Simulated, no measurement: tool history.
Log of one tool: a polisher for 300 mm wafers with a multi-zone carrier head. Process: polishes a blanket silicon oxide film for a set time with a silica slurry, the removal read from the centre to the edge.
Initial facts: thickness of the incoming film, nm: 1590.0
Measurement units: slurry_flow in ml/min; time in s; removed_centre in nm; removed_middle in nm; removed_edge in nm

| run | hour | slurry_flow | centre_zone | middle_zone | edge_zone | slurry_solids | time | removed_centre | removed_middle | removed_edge |
|---|---|---|---|---|---|---|---|---|---|---|
| 1 | 0.0 | 230 | 1.00 | 1.00 | 1.00 | 1.0 | 34 | 149.64 | 149.32 | 143.01 |
| 2 | 4.7 | 230 | 1.00 | 1.00 | 0.93 | 1.0 | 34 | 150.73 | 145.05 | 139.18 |
| 3 | 11.0 | 230 | 1.00 | 1.00 | 0.93 | 0.9 | 34 | 140.62 | 140.08 | 133.10 |
| 4 | 13.1 | 230 | 1.00 | 1.00 | 0.93 | 0.9 | 30 | 124.52 | 122.35 | 116.47 |
| 5 | 15.5 | 230 | 1.08 | 1.00 | 0.93 | 0.9 | 30 | 131.64 | 120.15 | 114.51 |
| 6 | 21.6 | 230 | 1.08 | 1.06 | 0.93 | 0.9 | 30 | 130.47 | 129.44 | 114.91 |

Run 7 is up next; what results do you expect?
| 7 | 29.0 | 235 | 1.00 | 1.01 | 1.02 | 1.1 | 31 | ? | ? | ? |

removed_centre: 144.06 nm
removed_middle: 142.31 nm
removed_edge: 138.44 nm
